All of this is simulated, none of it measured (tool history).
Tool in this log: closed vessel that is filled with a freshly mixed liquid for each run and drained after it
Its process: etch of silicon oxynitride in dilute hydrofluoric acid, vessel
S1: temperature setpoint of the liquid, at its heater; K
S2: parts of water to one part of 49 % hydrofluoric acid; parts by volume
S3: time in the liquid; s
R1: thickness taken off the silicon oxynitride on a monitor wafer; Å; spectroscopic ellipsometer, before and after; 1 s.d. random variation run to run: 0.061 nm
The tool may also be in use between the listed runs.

Run 1, hour 0.0: S1 295.15 K, S2 250 parts by volume, S3 1750 s. Result: R1 188.12 Å.
Run 2, hour 7.3: S1 295.15 K, S2 250 parts by volume, S3 1750 s. Result: R1 186.41 Å.
Run 3, hour 9.9: S1 294.65 K, S2 255 parts by volume, S3 1750 s. Result: R1 178.58 Å.
Run 4, hour 14.1: S1 294.15 K, S2 260 parts by volume, S3 1750 s. Result: R1 170.47 Å.
Run 5, hour 20.2: S1 294.15 K, S2 175 parts by volume, S3 1750 s. Result: R1 267.57 Å.
Run 6, hour 25.8: S1 294.15 K, S2 175 parts by volume, S3 1750 s. Result: R1 268.39 Å.
Run 7, hour 32.6: S1 293.65 K, S2 190 parts by volume, S3 1750 s. Result: R1 236.63 Å.
Run 8, hour 40.0: S1 290.15 K, S2 290 parts by volume, S3 1750 s. Result: R1 125.37 Å.
At hour 48.7: thermometer replaced.
Run 9, hour 48.7: S1 290.15 K, S2 295 parts by volume, S3 1750 s. Result: R1 135.50 Å.
Run 10, hour 56.9: S1 290.15 K, S2 300 parts by volume, S3 1750 s. Result: R1 132.20 Å.

Run 11, settings as shown, results not yet in. Your forecast:
Run 11, hour 64.1: S1 290.15 K, S2 305 parts by volume, S3 1750 s. Result: R1 ?.

For run 11 the tool returned R1 130.35 Å.

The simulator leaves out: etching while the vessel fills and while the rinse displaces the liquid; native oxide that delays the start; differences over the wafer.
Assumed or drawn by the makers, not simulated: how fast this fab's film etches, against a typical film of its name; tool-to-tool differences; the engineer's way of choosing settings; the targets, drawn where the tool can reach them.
